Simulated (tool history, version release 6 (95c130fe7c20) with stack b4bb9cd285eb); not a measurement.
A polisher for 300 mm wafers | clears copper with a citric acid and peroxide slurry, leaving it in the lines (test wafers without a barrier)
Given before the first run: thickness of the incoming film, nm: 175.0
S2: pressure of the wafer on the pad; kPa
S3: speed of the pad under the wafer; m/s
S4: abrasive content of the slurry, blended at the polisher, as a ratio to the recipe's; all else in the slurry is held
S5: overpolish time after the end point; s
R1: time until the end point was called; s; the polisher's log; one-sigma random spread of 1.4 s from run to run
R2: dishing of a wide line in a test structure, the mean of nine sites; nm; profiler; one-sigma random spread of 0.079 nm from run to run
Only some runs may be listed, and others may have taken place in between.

run 1 hour=0.0 | flow_of_slurry_(ml/min)=165 S2=16.5 S3=1.10 S4=1.00 S5=10 | R1=99.452 R2=14.4700
run 2 hour=5.4 | flow_of_slurry_(ml/min)=170 S2=15.2 S3=1.12 S4=1.00 S5=8 | R1=105.000 R2=11.1190
run 3 hour=14.2 | flow_of_slurry_(ml/min)=170 S2=15.2 S3=1.34 S4=1.00 S5=8 | R1=86.300 R2=13.3870
run 4 hour=15.7 | flow_of_slurry_(ml/min)=170 S2=15.2 S3=1.34 S4=1.00 S5=12 | R1=86.097 R2=18.6300
-- hour=24.3 slurry nozzle cleaned
run 5 hour=24.3 | flow_of_slurry_(ml/min)=170 S2=15.2 S3=1.34 S4=1.00 S5=11 | R1=81.309 R2=18.1080
run 6 hour=28.1 | flow_of_slurry_(ml/min)=170 S2=15.2 S3=1.56 S4=1.00 S5=11 | R1=72.080 R2=20.6310
run 7 hour=37.1 | flow_of_slurry_(ml/min)=195 S2=13.1 S3=1.44 S4=1.10 S5=9 | R1=82.366 R2=15.0300
run 8 hour=44.8 | flow_of_slurry_(ml/min)=215 S2=11.7 S3=1.40 S4=1.05 S5=7 | R1=92.526 R2=11.1860

Predict the results of run 9:
run 9 hour=49.8 | flow_of_slurry_(ml/min)=230 S2=10.3 S3=1.40 S4=0.95 S5=6 | R1=? R2=?

{"run 9": {"R1": 99.839, "R2": 8.6894}}
